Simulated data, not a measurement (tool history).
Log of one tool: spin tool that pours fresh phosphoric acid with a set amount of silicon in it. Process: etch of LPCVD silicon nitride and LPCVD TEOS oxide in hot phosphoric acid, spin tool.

run,day,temperature setpoint of the liquid (°C),silicon dissolved in the acid as it is poured (mg a litre),time under the liquid (s),thickness taken off the LPCVD silicon nitride on a monitor wafer (nm),thickness taken off the LPCVD TEOS oxide on a monitor wafer (nm)
1,0.000,159.0,20.0,160,11.0090,0.17355
2,0.329,160.5,22.0,170,12.2250,0.18001
3,0.558,160.5,22.0,135,9.7341,0.21626
4,0.854,160.5,26.5,135,9.6913,0.13043
5,1.138,160.5,26.5,70,5.0598,0.08071
6,1.425,161.5,27.5,105,7.8198,0.12660
7,1.742,162.5,28.5,125,9.6481,0.18265
8,2.033,163.0,31.0,140,10.9330,0.14566
9,2.112,163.5,30.0,150,11.9170,0.19188
10,2.212,164.0,34.5,190,15.3750,0.19557
11,2.571,164.0,33.0,190,15.3040,0.24596

Run 12 comes next. What will it give?
12,2.792,163.5,32.5,190,?,?

{"run 12": {"thickness taken off the LPCVD silicon nitride on a monitor wafer (nm)": 15.123, "thickness taken off the LPCVD TEOS oxide on a monitor wafer (nm)": 0.20614}}
